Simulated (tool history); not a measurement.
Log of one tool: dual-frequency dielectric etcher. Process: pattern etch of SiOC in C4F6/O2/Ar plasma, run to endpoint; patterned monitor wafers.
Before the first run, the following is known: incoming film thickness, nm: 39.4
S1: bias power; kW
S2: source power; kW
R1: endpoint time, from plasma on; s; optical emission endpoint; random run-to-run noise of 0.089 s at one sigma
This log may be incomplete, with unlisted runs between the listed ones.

| run | hour | S1 | S2 | R1 |
|---|---|---|---|---|
| 1 | 0.0 | 0.514 | 0.270 | 16.166 |
| 2 | 7.4 | 0.537 | 0.270 | 16.099 |
| 3 | 8.0 | 0.537 | 0.240 | 17.072 |
| 4 | 12.2 | 0.462 | 0.240 | 17.637 |
| 5 | 14.6 | 0.462 | 0.260 | 16.939 |
| 6 | 22.1 | 0.496 | 0.270 | 16.616 |
| 7 | 23.5 | 0.529 | 0.280 | 15.943 |
| 8 | 31.9 | 0.551 | 0.280 | 15.696 |
| 9 | 35.7 | 0.569 | 0.280 | 15.412 |

Run 10 is up next; what results do you expect?
| 10 | 40.0 | 0.581 | 0.280 | ? |

R1: 15.370 s
